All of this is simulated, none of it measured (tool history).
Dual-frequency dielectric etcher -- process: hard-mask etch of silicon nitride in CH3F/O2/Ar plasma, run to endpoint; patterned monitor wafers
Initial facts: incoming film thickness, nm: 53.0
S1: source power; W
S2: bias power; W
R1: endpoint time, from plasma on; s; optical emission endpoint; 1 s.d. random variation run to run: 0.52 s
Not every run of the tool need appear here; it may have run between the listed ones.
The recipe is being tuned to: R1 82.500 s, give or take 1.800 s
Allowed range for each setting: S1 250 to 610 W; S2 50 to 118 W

{"run": 1, "hour": 0.0, "S1": 430, "S2": 84, "R1": 70.645}
{"run": 2, "hour": 7.3, "S1": 490, "S2": 84, "R1": 68.373}
{"run": 3, "hour": 13.0, "S1": 470, "S2": 82, "R1": 69.412}
{"run": 4, "hour": 13.8, "S1": 450, "S2": 80, "R1": 71.007}
{"run": 5, "hour": 16.4, "S1": 450, "S2": 90, "R1": 68.024}
{"run": 6, "hour": 17.8, "S1": 450, "S2": 100, "R1": 64.783}
{"run": 7, "hour": 19.3, "S1": 360, "S2": 83, "R1": 74.953}
{"run": 8, "hour": 27.0, "S1": 350, "S2": 82, "R1": 75.339}

Next run, 5 choices. One meets every target within its allowed miss, the rest don't. Which?
{"run": "A", "hour": 34.7, "S1": 290, "S2": 87, "R1": "?"}
{"run": "B", "hour": 34.7, "S1": 270, "S2": 68, "R1": "?"}
{"run": "C", "hour": 34.7, "S1": 310, "S2": 79, "R1": "?"}
{"run": "D", "hour": 34.7, "S1": 250, "S2": 89, "R1": "?"}
{"run": "E", "hour": 34.7, "S1": 290, "S2": 74, "R1": "?"}

move=A R1=77.903
move=B R1=87.341
move=C R1=79.639
move=D R1=79.911
move=E R1=83.060
A: an improvement on the last run, though not all results are within tolerance
B: takes the result that was furthest off past its target
C: an improvement on the last run, though not all results are within tolerance
D: an improvement on the last run, though not all results are within tolerance
E: in spec on every target
Go with E: it meets all targets.
